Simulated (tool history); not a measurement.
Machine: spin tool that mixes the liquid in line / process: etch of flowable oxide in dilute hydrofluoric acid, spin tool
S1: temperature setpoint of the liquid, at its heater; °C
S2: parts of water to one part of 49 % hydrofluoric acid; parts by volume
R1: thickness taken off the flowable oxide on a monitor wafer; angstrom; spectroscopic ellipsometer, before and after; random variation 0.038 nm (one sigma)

{"run": 1, "hour": 0.0, "S1": 25, "S2": 230, "time under the liquid (s)": 60, "R1": 148.71}
{"run": 2, "hour": 1.5, "S1": 25, "S2": 230, "time under the liquid (s)": 65, "R1": 160.56}
{"run": 3, "hour": 6.9, "S1": 23, "S2": 250, "time under the liquid (s)": 65, "R1": 134.45}
{"run": 4, "hour": 8.9, "S1": 21.5, "S2": 260, "time under the liquid (s)": 65, "R1": 122.24}
{"run": 5, "hour": 13.6, "S1": 20.5, "S2": 270, "time under the liquid (s)": 65, "R1": 111.35}
{"run": 6, "hour": 18.4, "S1": 19.5, "S2": 275, "time under the liquid (s)": 65, "R1": 104.93}
{"run": 7, "hour": 26.0, "S1": 19, "S2": 280, "time under the liquid (s)": 65, "R1": 100.7}
{"run": 8, "hour": 28.5, "S1": 19, "S2": 280, "time under the liquid (s)": 65, "R1": 101}
{"run": 9, "hour": 32.4, "S1": 18.5, "S2": 285, "time under the liquid (s)": 65, "R1": 96.989}
{"run": 10, "hour": 34.8, "S1": 18, "S2": 290, "time under the liquid (s)": 65, "R1": 93.367}
{"run": 11, "hour": 36.8, "S1": 18, "S2": 295, "time under the liquid (s)": 65, "R1": 91.058}

What will run 12 give?
{"run": 12, "hour": 44.8, "S1": 17.5, "S2": 300, "time under the liquid (s)": 65, "R1": "?"}

R1: 88.029 angstrom

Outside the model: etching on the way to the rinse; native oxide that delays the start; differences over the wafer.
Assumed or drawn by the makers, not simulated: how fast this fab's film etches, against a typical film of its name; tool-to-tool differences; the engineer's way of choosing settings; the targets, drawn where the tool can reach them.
